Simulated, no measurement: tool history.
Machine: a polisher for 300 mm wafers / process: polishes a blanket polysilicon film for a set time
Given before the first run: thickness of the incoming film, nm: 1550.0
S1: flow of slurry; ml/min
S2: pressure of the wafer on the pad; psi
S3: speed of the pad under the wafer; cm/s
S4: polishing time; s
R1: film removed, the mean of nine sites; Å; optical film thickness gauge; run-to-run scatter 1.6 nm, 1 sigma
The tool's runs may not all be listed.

| run | hour | S1 | S2 | S3 | S4 | R1 |
|---|---|---|---|---|---|---|
| 1 | 0 | 155 | 2 | 112 | 44 | 2446 |
| 2 | 3.5 | 155 | 2.4 | 112 | 44 | 2970.9 |
| 3 | 10.8 | 155 | 2.7 | 112 | 44 | 3315 |
| 4 | 18.8 | 155 | 2.4 | 108 | 44 | 2857.4 |
| 5 | 26.4 | 115 | 2.4 | 108 | 44 | 2754.8 |
| 6 | 29.2 | 115 | 2.9 | 108 | 44 | 3198.7 |
| 7 | 31 | 105 | 2.3 | 76 | 44 | 1876.3 |
| 8 | 37.9 | 105 | 2.1 | 76 | 44 | 1788.4 |
| 9 | 38.9 | 105 | 1.9 | 76 | 44 | 1605 |

Run 10, settings as shown, results not yet in. Your forecast:
| 10 | 41.7 | 105 | 1.8 | 76 | 44 | ? |

For run 10 the tool returned R1 1489 Å.
